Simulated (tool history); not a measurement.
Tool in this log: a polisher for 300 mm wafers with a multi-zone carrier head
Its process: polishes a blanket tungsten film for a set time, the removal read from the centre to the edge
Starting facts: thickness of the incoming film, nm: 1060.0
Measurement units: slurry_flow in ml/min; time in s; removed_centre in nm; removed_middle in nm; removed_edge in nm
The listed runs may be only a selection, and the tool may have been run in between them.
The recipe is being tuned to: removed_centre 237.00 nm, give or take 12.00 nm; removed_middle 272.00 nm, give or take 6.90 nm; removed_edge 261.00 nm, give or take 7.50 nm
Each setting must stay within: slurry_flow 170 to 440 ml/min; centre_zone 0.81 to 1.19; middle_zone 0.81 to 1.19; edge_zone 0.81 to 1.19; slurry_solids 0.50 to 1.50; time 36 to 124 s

| run | hour | slurry_flow | centre_zone | middle_zone | edge_zone | slurry_solids | time | removed_centre | removed_middle | removed_edge |
|---|---|---|---|---|---|---|---|---|---|---|
| 1 | 0.0 | 280 | 1.00 | 1.00 | 1.00 | 1.00 | 79 | 207.31 | 198.05 | 204.87 |
| 2 | 8.9 | 280 | 1.00 | 0.94 | 1.00 | 1.00 | 79 | 208.36 | 186.76 | 209.96 |
| 3 | 10.7 | 285 | 0.99 | 0.96 | 1.02 | 1.05 | 80 | 207.74 | 195.84 | 213.79 |
| 4 | 17.3 | 240 | 0.99 | 0.96 | 1.02 | 1.05 | 80 | 206.94 | 192.14 | 211.14 |
| 5 | 22.6 | 240 | 0.94 | 0.96 | 1.02 | 1.05 | 80 | 196.38 | 193.15 | 210.29 |
| 6 | 26.5 | 240 | 0.94 | 0.96 | 1.10 | 1.05 | 80 | 195.16 | 194.14 | 219.93 |
| 7 | 29.0 | 310 | 1.00 | 1.06 | 1.19 | 1.30 | 82 | 234.56 | 237.42 | 251.24 |
| 8 | 30.9 | 315 | 0.99 | 1.07 | 1.19 | 1.30 | 82 | 234.81 | 239.53 | 252.37 |
| 9 | 37.6 | 320 | 0.98 | 1.08 | 1.19 | 1.30 | 82 | 233.16 | 239.86 | 254.56 |
| 10 | 41.0 | 315 | 0.98 | 1.09 | 1.18 | 1.35 | 82 | 233.17 | 246.37 | 252.53 |
| 11 | 48.7 | 320 | 0.98 | 1.10 | 1.18 | 1.35 | 82 | 236.30 | 248.07 | 250.92 |
| 12 | 57.1 | 325 | 0.97 | 1.11 | 1.18 | 1.35 | 82 | 233.21 | 248.77 | 253.77 |
| 13 | 61.0 | 325 | 0.97 | 1.12 | 1.18 | 1.35 | 82 | 232.50 | 252.33 | 254.88 |
| 14 | 67.6 | 330 | 0.97 | 1.13 | 1.18 | 1.35 | 82 | 233.81 | 254.99 | 258.01 |
| 15 | 76.5 | 335 | 0.97 | 1.14 | 1.18 | 1.35 | 82 | 233.34 | 259.11 | 257.49 |
| 16 | 78.9 | 340 | 0.97 | 1.15 | 1.18 | 1.35 | 82 | 234.08 | 258.27 | 252.10 |
| 17 | 81.5 | 340 | 0.96 | 1.16 | 1.19 | 1.40 | 82 | 239.42 | 263.66 | 259.33 |

Exactly one of the 5 candidate moves below puts every result within its allowed miss. Which one?
| A | 84.1 | 310 | 0.96 | 1.19 | 1.16 | 1.30 | 78 | ? | ? | ? |
| B | 84.1 | 295 | 0.83 | 1.14 | 1.07 | 0.85 | 102 | ? | ? | ? |
| C | 84.1 | 295 | 0.95 | 1.16 | 1.16 | 1.35 | 86 | ? | ? | ? |
| D | 84.1 | 310 | 0.94 | 1.19 | 1.15 | 1.25 | 81 | ? | ? | ? |
| E | 84.1 | 390 | 1.00 | 1.07 | 1.19 | 1.35 | 85 | ? | ? | ? |

| move | removed_centre | removed_middle | removed_edge |
|---|---|---|---|
| A | 213.52 | 248.46 | 238.31 |
| B | 208.13 | 270.70 | 260.66 |
| C | 234.61 | 270.06 | 265.17 |
| D | 214.38 | 254.84 | 243.50 |
| E | 249.95 | 254.45 | 269.78 |
A: its largest miss is bigger than the last run's
B: puts the biggest miss on target and leaves a different result outside tolerance
C: every result within its allowed miss
D: its largest miss is bigger than the last run's
E: its largest miss is bigger than the last run's
The move that meets every target is C.
